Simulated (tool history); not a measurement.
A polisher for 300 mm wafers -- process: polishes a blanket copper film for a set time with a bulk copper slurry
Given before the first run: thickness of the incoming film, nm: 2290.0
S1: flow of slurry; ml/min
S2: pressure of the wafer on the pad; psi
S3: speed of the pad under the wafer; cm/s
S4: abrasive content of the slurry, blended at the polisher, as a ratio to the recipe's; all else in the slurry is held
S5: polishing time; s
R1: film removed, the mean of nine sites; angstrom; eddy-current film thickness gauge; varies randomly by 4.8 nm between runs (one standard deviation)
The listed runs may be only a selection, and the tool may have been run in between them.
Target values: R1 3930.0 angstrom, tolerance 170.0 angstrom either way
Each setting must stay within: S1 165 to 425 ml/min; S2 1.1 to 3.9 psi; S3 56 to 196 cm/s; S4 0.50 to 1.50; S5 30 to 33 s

run  hour   S1   S2   S3    S4  S5      R1
  1   0.0  275  2.5  126  1.00  33  3210.6
  2   4.1  275  2.5  102  1.00  33  2641.6
  3   7.0  275  2.5  102  1.00  33  2625.0
  4  13.4  275  2.5  102  1.10  33  2734.8
  5  20.8  275  2.6  102  1.10  33  2775.5
  6  24.7  275  2.0  102  1.10  33  2220.4
  7  31.0  275  2.1  102  1.10  33  2281.5
  8  39.1  275  2.2  102  1.10  33  2386.1
  9  44.8  275  2.3  102  1.10  33  2499.9
 10  52.6  275  2.4  102  1.10  33  2547.4
 11  61.1  275  2.5  102  1.10  33  2701.6
 12  66.6  275  2.6  102  1.10  33  2813.9
 13  67.7  275  2.7  102  1.10  33  2889.2
 14  69.2  275  2.8  102  1.10  33  2975.2
 15  73.8  275  2.9  102  1.10  33  3060.1
 16  76.8  275  3.0  102  1.10  33  3123.5
 17  83.4  275  3.1  102  1.10  33  3250.4

Which of these 5 next moves meets every target?
  A  90.0  280  3.9   98  1.05  33   ?
  B  90.0  365  2.5  152  1.35  33   ?
  C  90.0  230  3.6  122  1.15  33   ?
  D  90.0  335  3.6   82  0.95  31   ?
  E  90.0  295  3.1  136  1.05  33   ?

move      R1
   A  3874.8
   B  4250.3
   C  4429.0
   D  2828.8
   E  4311.0
A: all results land within tolerance of their targets
B: the result that was furthest off in the last run now lies on the other side of its target
C: the result that was furthest off in the last run now lies on the other side of its target
D: misses by more than the last run did
E: the result that was furthest off in the last run now lies on the other side of its target
Correct choice: A, which meets every target
